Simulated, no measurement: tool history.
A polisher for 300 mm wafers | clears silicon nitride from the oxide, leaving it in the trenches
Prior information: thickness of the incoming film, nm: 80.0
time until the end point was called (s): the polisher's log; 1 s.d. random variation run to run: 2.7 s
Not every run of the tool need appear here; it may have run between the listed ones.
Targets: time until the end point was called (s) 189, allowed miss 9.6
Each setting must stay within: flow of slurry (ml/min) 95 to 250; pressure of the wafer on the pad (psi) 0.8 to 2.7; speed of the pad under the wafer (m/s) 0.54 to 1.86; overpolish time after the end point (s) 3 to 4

run	hour	flow of slurry (ml/min)	pressure of the wafer on the pad (psi)	speed of the pad under the wafer (m/s)	overpolish time after the end point (s)	time until the end point was called (s)
1	0	160	1.7	1.18	4	119.36
2	2.5	160	1.6	1.18	4	119.02
3	6.7	195	1.6	1.18	4	114.23
4	8	195	1.6	0.9	4	149.53
5	12.7	195	1.8	0.9	4	142.3
6	14.4	195	1.8	0.9	3	140.55
# hour 20.9: slurry nozzle cleaned
7	20.9	190	1.7	0.9	3	128.52
8	25.6	190	1.6	0.84	3	143.89
9	34.4	190	1.6	0.78	3	156.72
10	41.2	190	1.5	0.76	3	163.65

Which single option among these 4 for the next run brings every result within its allowed miss of target? Just one does.
A	48	215	1.8	0.58	4	?
B	48	180	1.7	0.68	4	?
C	48	190	2.1	0.78	4	?
D	48	195	1.4	0.58	3	?

move	time until the end point was called (s)
A	189.27
B	173.45
C	130.82
D	225.18
A: each result inside its tolerance
B: an improvement on the last run, though not all results are within tolerance
C: its largest miss is bigger than the last run's
D: carries the result that was furthest off beyond its target, to the other side
A meets every target.
